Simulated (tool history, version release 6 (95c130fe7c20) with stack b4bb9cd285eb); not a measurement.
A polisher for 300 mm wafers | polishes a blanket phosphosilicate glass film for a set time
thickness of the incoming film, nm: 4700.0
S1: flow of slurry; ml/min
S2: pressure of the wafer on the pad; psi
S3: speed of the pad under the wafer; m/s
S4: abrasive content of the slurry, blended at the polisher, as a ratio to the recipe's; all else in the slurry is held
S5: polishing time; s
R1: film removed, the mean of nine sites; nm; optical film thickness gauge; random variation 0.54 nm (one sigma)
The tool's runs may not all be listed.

| run | hour | S1 | S2 | S3 | S4 | S5 | R1 |
|---|---|---|---|---|---|---|---|
| 1 | 0.0 | 235 | 2.0 | 0.92 | 1.00 | 26 | 122.790 |
| 2 | 1.8 | 235 | 2.0 | 0.92 | 0.85 | 26 | 114.840 |
| 3 | 3.1 | 235 | 2.0 | 0.80 | 0.85 | 26 | 105.750 |
| 4 | 4.2 | 235 | 1.6 | 0.80 | 0.85 | 26 | 90.381 |
| 5 | 9.1 | 235 | 1.6 | 0.80 | 0.85 | 26 | 90.205 |
| 6 | 13.6 | 235 | 1.6 | 0.80 | 0.85 | 26 | 90.882 |

Forecast run 7:
| 7 | 18.9 | 235 | 1.4 | 0.70 | 0.85 | 26 | ? |

R1: 76.172 nm
